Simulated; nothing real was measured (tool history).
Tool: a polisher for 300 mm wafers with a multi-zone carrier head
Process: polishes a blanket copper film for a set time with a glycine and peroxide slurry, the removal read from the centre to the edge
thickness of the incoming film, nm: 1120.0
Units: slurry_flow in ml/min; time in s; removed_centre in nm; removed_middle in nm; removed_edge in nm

{"run": 1, "hour": 0.0, "slurry_flow": 135, "centre_zone": 1, "middle_zone": 1, "edge_zone": 1, "time": 62, "removed_centre": 376.71, "removed_middle": 385.84, "removed_edge": 410.48}
{"run": 2, "hour": 2.6, "slurry_flow": 150, "centre_zone": 1.05, "middle_zone": 1.06, "edge_zone": 0.98, "time": 67, "removed_centre": 444.19, "removed_middle": 453.54, "removed_edge": 449.44}
{"run": 3, "hour": 9.3, "slurry_flow": 150, "centre_zone": 1, "middle_zone": 1.06, "edge_zone": 0.98, "time": 67, "removed_centre": 423.45, "removed_middle": 456.07, "removed_edge": 436.31}
{"run": 4, "hour": 17.0, "slurry_flow": 165, "centre_zone": 1.05, "middle_zone": 1.1, "edge_zone": 0.97, "time": 71, "removed_centre": 492.25, "removed_middle": 511.01, "removed_edge": 479.6}
{"run": 5, "hour": 18.4, "slurry_flow": 165, "centre_zone": 0.97, "middle_zone": 1.1, "edge_zone": 0.97, "time": 71, "removed_centre": 454.69, "removed_middle": 511.71, "removed_edge": 467.54}
{"run": 6, "hour": 24.1, "slurry_flow": 165, "centre_zone": 0.89, "middle_zone": 1.1, "edge_zone": 0.97, "time": 71, "removed_centre": 408.29, "removed_middle": 512.76, "removed_edge": 471}
{"hour": 27.9, "done": "slurry nozzle cleaned"}
{"run": 7, "hour": 27.9, "slurry_flow": 175, "centre_zone": 0.96, "middle_zone": 1.12, "edge_zone": 0.97, "time": 74, "removed_centre": 537.62, "removed_middle": 614.97, "removed_edge": 541.79}
{"run": 8, "hour": 30.2, "slurry_flow": 185, "centre_zone": 0.98, "middle_zone": 1.11, "edge_zone": 0.94, "time": 74, "removed_centre": 547.61, "removed_middle": 604.17, "removed_edge": 543.76}

Forecast run 9:
{"run": 9, "hour": 33.1, "slurry_flow": 190, "centre_zone": 1.01, "middle_zone": 1.13, "edge_zone": 0.92, "time": 73, "removed_centre": "?", "removed_middle": "?", "removed_edge": "?"}

Run 9 gave removed_centre 564.5 nm, removed_middle 614.28 nm, removed_edge 524.23 nm.

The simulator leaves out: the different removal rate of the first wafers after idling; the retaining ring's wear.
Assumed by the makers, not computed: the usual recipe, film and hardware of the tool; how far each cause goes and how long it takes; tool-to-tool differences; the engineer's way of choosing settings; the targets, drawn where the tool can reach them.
